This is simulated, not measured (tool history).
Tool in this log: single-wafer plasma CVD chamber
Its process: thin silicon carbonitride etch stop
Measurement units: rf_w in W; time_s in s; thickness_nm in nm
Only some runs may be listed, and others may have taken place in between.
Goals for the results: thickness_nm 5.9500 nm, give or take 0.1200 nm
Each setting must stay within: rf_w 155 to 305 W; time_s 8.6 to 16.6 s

run	hour	rf_w	time_s	thickness_nm
1	0.0	230	12.6	7.5155
2	4.5	215	12.0	7.0138
3	7.2	215	13.7	8.0008
4	14.9	190	13.7	7.7052
5	15.7	190	15.0	8.3649
6	23.6	190	13.9	7.7839
7	26.9	180	13.0	7.1333
8	32.0	175	12.5	6.7413
9	38.7	170	12.2	6.5209
10	39.2	165	12.0	6.3567
11	46.6	155	11.2	5.8200
12	52.7	155	11.2	5.7835

Of the 4 settings listed for the next run, only one would bring every result within its allowed miss of target. Which one?
A	58.8	155	11.1	?
B	58.8	160	11.9	?
C	58.8	175	10.9	?
D	58.8	175	10.5	?

move	thickness_nm
A	5.7231
B	6.2098
C	5.8813
D	5.6654
A: moves away from the targets compared with the last run
B: carries the result that was furthest off beyond its target, to the other side
C: each result inside its tolerance
D: moves away from the targets compared with the last run
Answer: C

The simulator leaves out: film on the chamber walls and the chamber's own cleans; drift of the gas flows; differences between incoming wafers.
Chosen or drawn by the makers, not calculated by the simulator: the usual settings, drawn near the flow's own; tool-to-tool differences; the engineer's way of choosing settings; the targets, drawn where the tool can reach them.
